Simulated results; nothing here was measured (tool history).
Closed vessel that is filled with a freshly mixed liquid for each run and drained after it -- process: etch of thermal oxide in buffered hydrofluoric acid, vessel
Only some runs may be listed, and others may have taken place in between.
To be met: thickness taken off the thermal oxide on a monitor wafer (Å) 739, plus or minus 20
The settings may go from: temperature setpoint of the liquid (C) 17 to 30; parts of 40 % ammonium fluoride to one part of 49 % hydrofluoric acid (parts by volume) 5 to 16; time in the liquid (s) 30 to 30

| run | hour | temperature setpoint of the liquid (C) | parts of 40 % ammonium fluoride to one part of 49 % hydrofluoric acid (parts by volume) | time in the liquid (s) | thickness taken off the thermal oxide on a monitor wafer (Å) |
|---|---|---|---|---|---|
| 1 | 0 | 22 | 9.5 | 30 | 344.72 |
| 2 | 4.7 | 23 | 9 | 30 | 381.08 |
| 3 | 9 | 24 | 8.5 | 30 | 424.9 |
| 4 | 14.9 | 21 | 8.5 | 30 | 362.37 |
| 5 | 21.2 | 24 | 8.5 | 30 | 424.56 |
| 6 | 25.3 | 25 | 8 | 30 | 479.97 |
| 7 | 27.2 | 26 | 8 | 30 | 507.82 |
| 8 | 35.6 | 26.5 | 8 | 30 | 520.31 |
| 9 | 42.1 | 27 | 8 | 30 | 536.15 |
| 10 | 51 | 30 | 6 | 30 | 825.71 |
| 11 | 59.6 | 29.5 | 6 | 30 | 798.86 |
| 12 | 65.8 | 29 | 6 | 30 | 797.03 |

Which of these 4 next moves meets every target?
| A | 72 | 29 | 6.5 | 30 | ? |
| B | 72 | 26 | 5 | 30 | ? |
| C | 72 | 29.5 | 6 | 30 | ? |
| D | 72 | 27.5 | 5.5 | 30 | ? |

| move | thickness taken off the thermal oxide on a monitor wafer (Å) |
|---|---|
| A | 738.52 |
| B | 787.12 |
| C | 812.48 |
| D | 786.86 |
A: every result within its allowed miss
B: nearer the targets than the last run, but a result is still out of spec
C: moves away from the targets compared with the last run
D: nearer the targets than the last run, but a result is still out of spec
Move A is the one to make.
